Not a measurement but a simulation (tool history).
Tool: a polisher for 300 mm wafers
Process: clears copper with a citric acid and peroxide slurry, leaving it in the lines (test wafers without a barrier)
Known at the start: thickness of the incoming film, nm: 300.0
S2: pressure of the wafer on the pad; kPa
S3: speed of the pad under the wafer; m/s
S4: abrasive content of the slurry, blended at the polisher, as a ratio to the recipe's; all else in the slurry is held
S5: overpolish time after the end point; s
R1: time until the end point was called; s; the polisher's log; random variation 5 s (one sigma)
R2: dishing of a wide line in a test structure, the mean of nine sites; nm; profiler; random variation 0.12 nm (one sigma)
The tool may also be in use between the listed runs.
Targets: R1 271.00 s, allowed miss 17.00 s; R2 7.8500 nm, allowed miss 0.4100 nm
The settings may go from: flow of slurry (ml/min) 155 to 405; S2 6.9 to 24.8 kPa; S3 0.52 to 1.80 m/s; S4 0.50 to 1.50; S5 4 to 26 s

run 1 hour=0.0 | flow_of_slurry_(ml/min)=260 S2=15.9 S3=1.16 S4=1.00 S5=13 | R1=137.90 R2=19.9860
run 2 hour=4.2 | flow_of_slurry_(ml/min)=260 S2=15.9 S3=1.44 S4=1.00 S5=13 | R1=107.87 R2=23.9420
run 3 hour=9.0 | flow_of_slurry_(ml/min)=255 S2=13.8 S3=1.24 S4=0.95 S5=11 | R1=148.17 R2=15.7880
run 4 hour=15.9 | flow_of_slurry_(ml/min)=255 S2=11.7 S3=1.16 S4=0.95 S5=10 | R1=180.76 R2=11.5380
run 5 hour=24.6 | flow_of_slurry_(ml/min)=255 S2=11.7 S3=1.16 S4=0.95 S5=13 | R1=183.55 R2=14.9540
-- hour=26.0 worn pad replaced by a new one
run 6 hour=26.0 | flow_of_slurry_(ml/min)=255 S2=9.7 S3=1.16 S4=0.95 S5=13 | R1=195.99 R2=13.7570
run 7 hour=29.6 | flow_of_slurry_(ml/min)=255 S2=9.7 S3=1.06 S4=0.95 S5=12 | R1=214.60 R2=12.1870
run 8 hour=31.4 | flow_of_slurry_(ml/min)=250 S2=9.0 S3=1.02 S4=0.90 S5=11 | R1=238.13 R2=9.7156
run 9 hour=40.2 | flow_of_slurry_(ml/min)=250 S2=8.3 S3=1.02 S4=0.90 S5=11 | R1=254.21 R2=9.3129

5 next moves are on the table. One of them brings every result within its allowed miss. Which?
run A hour=49.0 | flow_of_slurry_(ml/min)=240 S2=8.3 S3=1.12 S4=0.80 S5=13 | R1=? R2=?
run B hour=49.0 | flow_of_slurry_(ml/min)=300 S2=9.0 S3=1.02 S4=0.75 S5=9 | R1=? R2=?
run C hour=49.0 | flow_of_slurry_(ml/min)=270 S2=6.9 S3=1.14 S4=1.05 S5=10 | R1=? R2=?
run D hour=49.0 | flow_of_slurry_(ml/min)=160 S2=8.3 S3=1.00 S4=0.85 S5=16 | R1=? R2=?
run E hour=49.0 | flow_of_slurry_(ml/min)=235 S2=9.0 S3=1.08 S4=1.05 S5=8 | R1=? R2=?

move=A R1=241.01 R2=11.4590
move=B R1=242.59 R2=8.0538
move=C R1=268.28 R2=8.0427
move=D R1=273.85 R2=12.3520
move=E R1=222.76 R2=7.8058
A: further off than the last run
B: brings the result that was furthest off to its target, and leaves another outside
C: meets every target
D: further off than the last run
E: brings the result that was furthest off to its target, and leaves another outside
Answer: C

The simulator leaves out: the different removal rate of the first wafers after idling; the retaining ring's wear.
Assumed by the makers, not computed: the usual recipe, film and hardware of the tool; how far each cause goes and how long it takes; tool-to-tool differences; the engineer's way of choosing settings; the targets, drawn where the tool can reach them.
